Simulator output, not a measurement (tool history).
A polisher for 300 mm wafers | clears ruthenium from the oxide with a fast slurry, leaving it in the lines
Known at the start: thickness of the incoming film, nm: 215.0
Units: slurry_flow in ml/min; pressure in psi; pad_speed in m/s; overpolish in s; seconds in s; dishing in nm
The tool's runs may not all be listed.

run 1 hour=0.0 | slurry_flow=215 pressure=2.1 pad_speed=0.82 slurry_solids=1.0 overpolish=12 | seconds=102.84 dishing=23.1930
run 2 hour=6.4 | slurry_flow=220 pressure=2.0 pad_speed=0.74 slurry_solids=1.0 overpolish=10 | seconds=121.03 dishing=17.4740
run 3 hour=11.2 | slurry_flow=220 pressure=2.0 pad_speed=0.74 slurry_solids=0.9 overpolish=10 | seconds=122.76 dishing=16.5470
run 4 hour=13.5 | slurry_flow=220 pressure=1.9 pad_speed=0.70 slurry_solids=0.8 overpolish=8 | seconds=142.18 dishing=11.3370
run 5 hour=21.8 | slurry_flow=220 pressure=1.9 pad_speed=0.70 slurry_solids=0.8 overpolish=6 | seconds=147.87 dishing=8.7283
run 6 hour=30.4 | slurry_flow=220 pressure=1.9 pad_speed=0.70 slurry_solids=0.8 overpolish=4 | seconds=147.46 dishing=5.7542
run 7 hour=37.9 | slurry_flow=215 pressure=1.8 pad_speed=0.70 slurry_solids=0.8 overpolish=5 | seconds=153.45 dishing=6.7676
run 8 hour=45.8 | slurry_flow=195 pressure=1.2 pad_speed=0.70 slurry_solids=0.8 overpolish=5 | seconds=216.02 dishing=4.8243

Forecast run 9:
run 9 hour=48.2 | slurry_flow=200 pressure=1.2 pad_speed=0.70 slurry_solids=0.8 overpolish=5 | seconds=? dishing=?

Run 9 gave seconds 221.45 s, dishing 4.8227 nm.

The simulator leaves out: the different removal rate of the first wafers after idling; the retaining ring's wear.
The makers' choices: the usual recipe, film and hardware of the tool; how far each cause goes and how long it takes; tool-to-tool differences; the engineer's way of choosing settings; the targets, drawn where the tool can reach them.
